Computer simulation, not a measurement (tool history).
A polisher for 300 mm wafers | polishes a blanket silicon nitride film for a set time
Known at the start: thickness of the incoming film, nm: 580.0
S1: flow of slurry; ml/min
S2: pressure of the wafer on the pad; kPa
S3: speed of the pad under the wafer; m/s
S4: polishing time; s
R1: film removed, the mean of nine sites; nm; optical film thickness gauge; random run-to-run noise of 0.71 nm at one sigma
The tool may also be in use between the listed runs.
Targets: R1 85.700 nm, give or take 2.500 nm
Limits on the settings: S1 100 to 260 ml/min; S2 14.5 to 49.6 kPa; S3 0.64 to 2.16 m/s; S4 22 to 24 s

| run | day | S1 | S2 | S3 | S4 | R1 |
|---|---|---|---|---|---|---|
| 1 | 0.000 | 165 | 31.7 | 1.40 | 24 | 64.745 |
| 2 | 0.308 | 170 | 33.1 | 1.40 | 24 | 68.282 |
| 3 | 0.354 | 175 | 34.5 | 1.40 | 24 | 70.451 |
| 4 | 0.546 | 175 | 34.5 | 1.20 | 24 | 65.771 |
| 5 | 0.817 | 175 | 41.4 | 1.20 | 24 | 76.587 |
| 6 | 0.983 | 135 | 41.4 | 1.20 | 24 | 74.684 |
| 7 | 1.050 | 140 | 42.1 | 1.20 | 24 | 76.837 |
| 8 | 1.258 | 145 | 42.7 | 1.20 | 24 | 77.959 |
| 9 | 1.575 | 150 | 43.4 | 1.20 | 24 | 79.496 |

Exactly one of the 4 candidate moves below puts every result within its allowed miss. Which one?
| A | 1.892 | 150 | 49.0 | 1.24 | 24 | ? |
| B | 1.892 | 160 | 49.0 | 1.08 | 24 | ? |
| C | 1.892 | 140 | 49.6 | 1.32 | 23 | ? |
| D | 1.892 | 225 | 42.1 | 1.50 | 24 | ? |

| move | R1 |
|---|---|
| A | 90.782 |
| B | 86.417 |
| C | 89.543 |
| D | 91.234 |
A: takes the result that was furthest off past its target
B: every result within its allowed miss
C: takes the result that was furthest off past its target
D: takes the result that was furthest off past its target
The right move is B.
